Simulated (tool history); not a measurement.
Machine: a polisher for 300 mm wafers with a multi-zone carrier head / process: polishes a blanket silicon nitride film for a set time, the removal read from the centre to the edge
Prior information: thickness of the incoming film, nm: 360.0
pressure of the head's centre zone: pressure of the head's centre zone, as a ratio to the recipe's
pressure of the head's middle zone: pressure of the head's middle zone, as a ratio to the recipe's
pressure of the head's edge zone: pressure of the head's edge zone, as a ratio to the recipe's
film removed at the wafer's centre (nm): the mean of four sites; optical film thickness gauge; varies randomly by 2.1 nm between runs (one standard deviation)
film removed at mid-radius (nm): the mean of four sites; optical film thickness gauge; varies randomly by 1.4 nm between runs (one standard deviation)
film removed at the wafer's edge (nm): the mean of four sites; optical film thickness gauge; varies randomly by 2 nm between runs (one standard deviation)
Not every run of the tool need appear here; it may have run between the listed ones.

run,hour,flow of slurry (ml/min),pressure of the head's centre zone,pressure of the head's middle zone,pressure of the head's edge zone,polishing time (s),film removed at the wafer's centre (nm),film removed at mid-radius (nm),film removed at the wafer's edge (nm)
1,0.0,240,1.00,1.00,1.00,55,140.68,141.56,133.46
2,6.7,190,1.00,1.00,1.00,55,134.49,133.91,129.83
3,8.3,245,1.00,1.00,1.00,55,143.67,143.51,138.31
4,15.9,245,1.08,1.00,1.00,55,149.18,141.38,136.97
5,17.2,215,1.08,1.00,1.00,55,145.93,138.09,131.60
6,24.5,235,1.08,1.02,1.01,55,148.89,143.50,134.68
7,26.4,255,1.07,1.03,1.03,55,153.89,144.94,137.41
8,30.1,270,1.04,1.03,1.03,56,147.57,147.62,140.60

Run 9 is up next; what results do you expect?
9,37.4,280,1.04,1.04,1.03,57,?,?,?

film removed at the wafer's centre (nm): 150.52
film removed at mid-radius (nm): 154.08
film removed at the wafer's edge (nm): 144.15

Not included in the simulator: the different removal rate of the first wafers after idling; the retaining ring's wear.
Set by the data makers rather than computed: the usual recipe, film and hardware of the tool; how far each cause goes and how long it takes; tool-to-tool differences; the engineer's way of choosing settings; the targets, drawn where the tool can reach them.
